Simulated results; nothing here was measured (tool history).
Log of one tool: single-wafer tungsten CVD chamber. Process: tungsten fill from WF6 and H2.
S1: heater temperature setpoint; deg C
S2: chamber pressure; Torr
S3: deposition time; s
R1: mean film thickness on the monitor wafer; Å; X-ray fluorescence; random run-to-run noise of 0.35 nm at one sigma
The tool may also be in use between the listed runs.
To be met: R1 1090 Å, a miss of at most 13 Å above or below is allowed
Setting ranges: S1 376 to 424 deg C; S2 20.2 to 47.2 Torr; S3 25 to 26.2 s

Run 1, day 0: S1 400 deg C, S2 33.7 Torr, S3 26.2 s. Result: R1 944.9 Å.
Run 2, day 0.333: S1 400 deg C, S2 33.7 Torr, S3 26.2 s. Result: R1 948.65 Å.
Run 3, day 0.442: S1 402 deg C, S2 33.7 Torr, S3 26.2 s. Result: R1 989.05 Å.
Run 4, day 0.796: S1 403 deg C, S2 33.7 Torr, S3 26.2 s. Result: R1 1013 Å.
At day 0.833: thermocouple changed; heater temperature recalibrated.
Run 5, day 0.833: S1 403 deg C, S2 33.7 Torr, S3 26.2 s. Result: R1 920.69 Å.
Run 6, day 0.946: S1 403 deg C, S2 33.7 Torr, S3 26.2 s. Result: R1 918.48 Å.
Run 7, day 0.979: S1 401 deg C, S2 37 Torr, S3 26.2 s. Result: R1 914.23 Å.
Run 8, day 1.125: S1 405 deg C, S2 36.9 Torr, S3 26.2 s. Result: R1 991.82 Å.
Run 9, day 1.408: S1 405 deg C, S2 36.9 Torr, S3 26.2 s. Result: R1 987.35 Å.
Run 10, day 1.725: S1 407 deg C, S2 36.8 Torr, S3 26.2 s. Result: R1 1025.1 Å.

Below are 5 possible settings for the next run. Only one of them brings all results inside the allowed miss of their targets. Which is it?
Run A, day 2.042: S1 412 deg C, S2 37.5 Torr, S3 25.7 s. Result: R1 ?.
Run B, day 2.042: S1 400 deg C, S2 46.1 Torr, S3 25.7 s. Result: R1 ?.
Run C, day 2.042: S1 409 deg C, S2 43.5 Torr, S3 26 s. Result: R1 ?.
Run D, day 2.042: S1 411 deg C, S2 35.2 Torr, S3 26.2 s. Result: R1 ?.
Run E, day 2.042: S1 411 deg C, S2 37.4 Torr, S3 26.2 s. Result: R1 ?.

move      R1
   A  1116.4
   B  949.83
   C  1126.7
   D  1092.8
   E  1116.4
A: moves the result that the last run missed by most past its target, out the other side
B: lands further from the targets than the last run did
C: moves the result that the last run missed by most past its target, out the other side
D: hits every target within its allowed miss
E: moves the result that the last run missed by most past its target, out the other side
The move that meets every target is D.

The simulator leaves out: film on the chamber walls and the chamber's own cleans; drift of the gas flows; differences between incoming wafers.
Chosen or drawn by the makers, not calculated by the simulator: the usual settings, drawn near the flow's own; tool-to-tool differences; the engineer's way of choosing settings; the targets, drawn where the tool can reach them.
